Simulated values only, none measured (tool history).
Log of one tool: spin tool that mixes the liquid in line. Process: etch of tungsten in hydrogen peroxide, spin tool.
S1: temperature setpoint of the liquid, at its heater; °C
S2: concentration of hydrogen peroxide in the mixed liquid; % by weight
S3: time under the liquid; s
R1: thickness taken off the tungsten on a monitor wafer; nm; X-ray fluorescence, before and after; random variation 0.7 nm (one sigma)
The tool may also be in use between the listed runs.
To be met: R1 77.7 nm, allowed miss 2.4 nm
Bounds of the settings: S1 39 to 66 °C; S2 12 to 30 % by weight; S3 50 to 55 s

run 1 hour=0 | S1=55 S2=22.5 S3=50 | R1=113.52
run 2 hour=7.7 | S1=53 S2=22.5 S3=50 | R1=101.51
run 3 hour=14.4 | S1=55.5 S2=22.5 S3=50 | R1=114.66
run 4 hour=20.2 | S1=62 S2=22.5 S3=50 | R1=171.41
run 5 hour=26.9 | S1=59.5 S2=22.5 S3=50 | R1=146.88
run 6 hour=31.2 | S1=56.5 S2=22.5 S3=50 | R1=124.13
run 7 hour=38.2 | S1=54 S2=22.5 S3=50 | R1=107.39
run 8 hour=44.8 | S1=52.5 S2=22.5 S3=50 | R1=99.203
run 9 hour=48.4 | S1=51 S2=22.5 S3=50 | R1=89.044
run 10 hour=54.6 | S1=51 S2=22.5 S3=50 | R1=89.22
run 11 hour=56 | S1=50.5 S2=22.5 S3=50 | R1=86.671
run 12 hour=63.6 | S1=50 S2=22.5 S3=50 | R1=83.07
run 13 hour=67.7 | S1=49.5 S2=22.5 S3=50 | R1=81.631

5 next moves are on the table. One of them brings every result within its allowed miss. Which?
run A hour=71.8 | S1=50.5 S2=22.5 S3=50 | R1=?
run B hour=71.8 | S1=48.5 S2=30 S3=50 | R1=?
run C hour=71.8 | S1=48 S2=22.5 S3=55 | R1=?
run D hour=71.8 | S1=48.5 S2=23.5 S3=50 | R1=?
run E hour=71.8 | S1=49.5 S2=25 S3=50 | R1=?

move=A R1=88.115
move=B R1=90.005
move=C R1=83.133
move=D R1=79.66
move=E R1=87.374
A: further off than the last run
B: further off than the last run
C: further off than the last run
D: meets every target
E: further off than the last run
Answer: D
